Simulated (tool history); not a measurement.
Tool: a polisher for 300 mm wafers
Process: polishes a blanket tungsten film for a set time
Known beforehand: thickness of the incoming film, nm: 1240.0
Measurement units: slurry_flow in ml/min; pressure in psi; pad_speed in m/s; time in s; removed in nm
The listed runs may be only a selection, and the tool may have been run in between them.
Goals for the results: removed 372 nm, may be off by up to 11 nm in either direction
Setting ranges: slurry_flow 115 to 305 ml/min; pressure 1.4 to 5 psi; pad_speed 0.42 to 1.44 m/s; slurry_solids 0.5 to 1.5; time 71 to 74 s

{"run": 1, "day": 0.0, "slurry_flow": 195, "pressure": 3.2, "pad_speed": 0.92, "slurry_solids": 1, "time": 71, "removed": 314.76}
{"run": 2, "day": 0.338, "slurry_flow": 195, "pressure": 3.2, "pad_speed": 1.04, "slurry_solids": 1, "time": 71, "removed": 337.3}
{"run": 3, "day": 0.371, "slurry_flow": 195, "pressure": 3.2, "pad_speed": 1.04, "slurry_solids": 1, "time": 74, "removed": 355.17}
{"run": 4, "day": 0.629, "slurry_flow": 195, "pressure": 3.2, "pad_speed": 1.04, "slurry_solids": 0.9, "time": 74, "removed": 349.54}
{"run": 5, "day": 0.933, "slurry_flow": 205, "pressure": 3.3, "pad_speed": 1.04, "slurry_solids": 0.9, "time": 74, "removed": 359.87}
{"run": 6, "day": 0.983, "slurry_flow": 205, "pressure": 2.5, "pad_speed": 1.04, "slurry_solids": 0.9, "time": 74, "removed": 300.04}
{"run": 7, "day": 1.1, "slurry_flow": 210, "pressure": 2.6, "pad_speed": 1.04, "slurry_solids": 0.9, "time": 74, "removed": 311.65}
{"run": 8, "day": 1.346, "slurry_flow": 215, "pressure": 2.7, "pad_speed": 1.04, "slurry_solids": 0.9, "time": 74, "removed": 317.99}
{"run": 9, "day": 1.433, "slurry_flow": 220, "pressure": 2.8, "pad_speed": 1.04, "slurry_solids": 0.9, "time": 74, "removed": 327.87}
{"run": 10, "day": 1.708, "slurry_flow": 225, "pressure": 2.8, "pad_speed": 1.04, "slurry_solids": 0.9, "time": 74, "removed": 328.83}
{"run": 11, "day": 1.888, "slurry_flow": 230, "pressure": 2.8, "pad_speed": 1.04, "slurry_solids": 0.9, "time": 74, "removed": 325.33}
{"run": 12, "day": 2.021, "slurry_flow": 230, "pressure": 2.9, "pad_speed": 1.04, "slurry_solids": 0.9, "time": 74, "removed": 332.38}

Which one of the following 4 next-run settings gets every result inside its allowed miss? There is exactly one.
{"run": "A", "day": 2.154, "slurry_flow": 260, "pressure": 2.8, "pad_speed": 1.08, "slurry_solids": 1.05, "time": 72, "removed": "?"}
{"run": "B", "day": 2.154, "slurry_flow": 245, "pressure": 3, "pad_speed": 1.08, "slurry_solids": 0.85, "time": 73, "removed": "?"}
{"run": "C", "day": 2.154, "slurry_flow": 245, "pressure": 3, "pad_speed": 1.12, "slurry_solids": 0.95, "time": 74, "removed": "?"}
{"run": "D", "day": 2.154, "slurry_flow": 220, "pressure": 3.6, "pad_speed": 0.94, "slurry_solids": 0.8, "time": 74, "removed": "?"}

move=A removed=342.93
move=B removed=344.56
move=C removed=366.78
move=D removed=345.16
A: closer than the last run, but not yet in spec
B: closer than the last run, but not yet in spec
C: all results land within tolerance of their targets
D: closer than the last run, but not yet in spec
Go with C: it meets all targets.
